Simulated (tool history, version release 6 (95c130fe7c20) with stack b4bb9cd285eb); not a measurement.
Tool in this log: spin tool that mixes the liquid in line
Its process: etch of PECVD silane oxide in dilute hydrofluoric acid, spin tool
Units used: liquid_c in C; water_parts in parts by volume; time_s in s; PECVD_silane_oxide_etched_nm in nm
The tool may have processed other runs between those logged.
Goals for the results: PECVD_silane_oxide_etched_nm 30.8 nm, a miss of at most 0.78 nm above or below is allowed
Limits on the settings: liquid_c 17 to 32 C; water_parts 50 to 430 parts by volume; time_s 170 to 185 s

run  hour  liquid_c  water_parts  time_s  PECVD_silane_oxide_etched_nm
  1     0        24          240     170                        12.652
  2   2.5        25          225     170                          14.2
  3   3.3        24          225     170                        13.625
  4  11.7        25          210     170                        15.416
  5  12.4        26          200     170                        16.922
  6  19.7        26          200     170                        16.862
  7  25.5      26.5          190     170                        18.331
  8  26.6        27          185     170                         19.45
  9  28.5      27.5          180     170                         20.23
 10  32.4        28          175     170                        21.409
 11  34.4      28.5          170     170                        22.504
 12  35.5        29          165     170                        23.839
 13  43.5      29.5          160     170                         25.08
 14  51.7        30          160     170                        25.791
 15  55.8      30.5          160     170                        26.233
 16  60.5      31.5          150     170                        29.151
 17  64.4      31.5          150     170                        29.329

Of the 5 settings listed for the next run, only one would bring every result within its allowed miss of target. Which one?
  A  68.3        31          155     180                             ?
  B  68.3      24.5          130     185                             ?
  C  68.3        32          140     170                             ?
  D  68.3      30.5          140     170                             ?
  E  68.3      30.5          155     175                             ?

move  PECVD_silane_oxide_etched_nm
   A                        29.197
   B                        29.029
   C                        32.283
   D                        30.596
   E                        27.886
A: its largest miss is bigger than the last run's
B: its largest miss is bigger than the last run's
C: takes the result that was furthest off past its target
D: in spec on every target
E: its largest miss is bigger than the last run's
The move that meets every target is D.
